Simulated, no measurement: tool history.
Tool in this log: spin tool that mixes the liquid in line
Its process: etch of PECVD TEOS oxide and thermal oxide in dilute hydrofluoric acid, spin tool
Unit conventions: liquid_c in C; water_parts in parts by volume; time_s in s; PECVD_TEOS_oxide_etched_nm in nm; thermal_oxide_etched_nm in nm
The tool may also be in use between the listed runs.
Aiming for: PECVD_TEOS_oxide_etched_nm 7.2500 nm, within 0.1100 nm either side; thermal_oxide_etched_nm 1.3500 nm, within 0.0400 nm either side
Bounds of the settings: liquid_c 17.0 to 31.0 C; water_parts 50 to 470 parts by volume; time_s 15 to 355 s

run 1 hour=0.0 | liquid_c=23.0 water_parts=260 time_s=180 | PECVD_TEOS_oxide_etched_nm=16.7460 thermal_oxide_etched_nm=3.1071
run 2 hour=7.0 | liquid_c=25.5 water_parts=260 time_s=180 | PECVD_TEOS_oxide_etched_nm=18.2750 thermal_oxide_etched_nm=3.3677
run 3 hour=9.6 | liquid_c=23.5 water_parts=260 time_s=180 | PECVD_TEOS_oxide_etched_nm=16.9470 thermal_oxide_etched_nm=3.1414
run 4 hour=11.2 | liquid_c=21.5 water_parts=300 time_s=180 | PECVD_TEOS_oxide_etched_nm=13.2170 thermal_oxide_etched_nm=2.4590
run 5 hour=12.6 | liquid_c=20.0 water_parts=330 time_s=180 | PECVD_TEOS_oxide_etched_nm=11.0800 thermal_oxide_etched_nm=2.0818
run 6 hour=20.4 | liquid_c=19.0 water_parts=355 time_s=180 | PECVD_TEOS_oxide_etched_nm=9.7038 thermal_oxide_etched_nm=1.7977
run 7 hour=24.8 | liquid_c=18.5 water_parts=370 time_s=180 | PECVD_TEOS_oxide_etched_nm=9.0739 thermal_oxide_etched_nm=1.6856
run 8 hour=27.6 | liquid_c=18.0 water_parts=385 time_s=180 | PECVD_TEOS_oxide_etched_nm=8.4462 thermal_oxide_etched_nm=1.5627
run 9 hour=32.5 | liquid_c=17.0 water_parts=415 time_s=180 | PECVD_TEOS_oxide_etched_nm=7.3742 thermal_oxide_etched_nm=1.3691

Which of these 4 next moves meets every target?
run A hour=37.4 | liquid_c=17.0 water_parts=440 time_s=195 | PECVD_TEOS_oxide_etched_nm=? thermal_oxide_etched_nm=?
run B hour=37.4 | liquid_c=18.0 water_parts=375 time_s=150 | PECVD_TEOS_oxide_etched_nm=? thermal_oxide_etched_nm=?
run C hour=37.4 | liquid_c=23.0 water_parts=385 time_s=135 | PECVD_TEOS_oxide_etched_nm=? thermal_oxide_etched_nm=?
run D hour=37.4 | liquid_c=17.0 water_parts=330 time_s=135 | PECVD_TEOS_oxide_etched_nm=? thermal_oxide_etched_nm=?

move=A PECVD_TEOS_oxide_etched_nm=7.4459 thermal_oxide_etched_nm=1.3828
move=B PECVD_TEOS_oxide_etched_nm=7.3118 thermal_oxide_etched_nm=1.3579
move=C PECVD_TEOS_oxide_etched_nm=7.5849 thermal_oxide_etched_nm=1.4086
move=D PECVD_TEOS_oxide_etched_nm=7.4590 thermal_oxide_etched_nm=1.3852
A: moves away from the targets compared with the last run
B: every result within its allowed miss
C: moves away from the targets compared with the last run
D: moves away from the targets compared with the last run
B meets every target.

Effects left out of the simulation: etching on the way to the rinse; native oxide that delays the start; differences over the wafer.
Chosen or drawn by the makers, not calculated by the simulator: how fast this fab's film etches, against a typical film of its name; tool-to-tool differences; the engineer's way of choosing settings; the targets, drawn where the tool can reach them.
